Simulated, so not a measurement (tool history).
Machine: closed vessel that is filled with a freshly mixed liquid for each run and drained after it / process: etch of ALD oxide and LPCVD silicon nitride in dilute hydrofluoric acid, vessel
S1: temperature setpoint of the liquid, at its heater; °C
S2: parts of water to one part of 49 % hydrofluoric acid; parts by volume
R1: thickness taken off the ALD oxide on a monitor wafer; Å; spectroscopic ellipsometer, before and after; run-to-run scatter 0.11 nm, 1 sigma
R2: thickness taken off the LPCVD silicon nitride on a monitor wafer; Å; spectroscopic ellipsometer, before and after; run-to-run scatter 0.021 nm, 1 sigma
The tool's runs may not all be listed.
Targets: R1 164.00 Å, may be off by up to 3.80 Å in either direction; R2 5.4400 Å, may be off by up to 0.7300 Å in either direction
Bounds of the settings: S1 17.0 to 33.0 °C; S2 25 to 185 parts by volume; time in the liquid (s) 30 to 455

{"run": 1, "hour": 0.0, "S1": 25.0, "S2": 105, "time in the liquid (s)": 230, "R1": 281.8, "R2": 10.077}
{"run": 2, "hour": 6.8, "S1": 25.0, "S2": 105, "time in the liquid (s)": 145, "R1": 180.87, "R2": 6.5678}
{"run": 3, "hour": 9.6, "S1": 24.5, "S2": 105, "time in the liquid (s)": 145, "R1": 177.74, "R2": 5.9742}
{"run": 4, "hour": 12.7, "S1": 24.5, "S2": 105, "time in the liquid (s)": 205, "R1": 249.7, "R2": 8.8393}
{"run": 5, "hour": 19.5, "S1": 23.5, "S2": 115, "time in the liquid (s)": 205, "R1": 216.76, "R2": 6.9332}
{"run": 6, "hour": 27.0, "S1": 24.0, "S2": 125, "time in the liquid (s)": 205, "R1": 200.47, "R2": 7.1117}
{"run": 7, "hour": 31.9, "S1": 23.5, "S2": 130, "time in the liquid (s)": 205, "R1": 187.88, "R2": 6.6902}
{"run": 8, "hour": 38.0, "S1": 23.0, "S2": 130, "time in the liquid (s)": 205, "R1": 182.92, "R2": 6.7334}

4 next moves are on the table. One of them brings every result within its allowed miss. Which?
{"run": "A", "hour": 44.1, "S1": 24.0, "S2": 120, "time in the liquid (s)": 150, "R1": "?", "R2": "?"}
{"run": "B", "hour": 44.1, "S1": 22.5, "S2": 115, "time in the liquid (s)": 160, "R1": "?", "R2": "?"}
{"run": "C", "hour": 44.1, "S1": 25.0, "S2": 130, "time in the liquid (s)": 205, "R1": "?", "R2": "?"}
{"run": "D", "hour": 44.1, "S1": 32.5, "S2": 165, "time in the liquid (s)": 170, "R1": "?", "R2": "?"}

move=A R1=155.29 R2=5.3702
move=B R1=164.00 R2=5.4141
move=C R1=201.03 R2=7.2327
move=D R1=164.35 R2=7.4865
A: carries the result that was furthest off beyond its target, to the other side
B: all results in spec
C: moves away from the targets compared with the last run
D: gets the furthest-off result to its target, but another result is out of tolerance
Answer: B

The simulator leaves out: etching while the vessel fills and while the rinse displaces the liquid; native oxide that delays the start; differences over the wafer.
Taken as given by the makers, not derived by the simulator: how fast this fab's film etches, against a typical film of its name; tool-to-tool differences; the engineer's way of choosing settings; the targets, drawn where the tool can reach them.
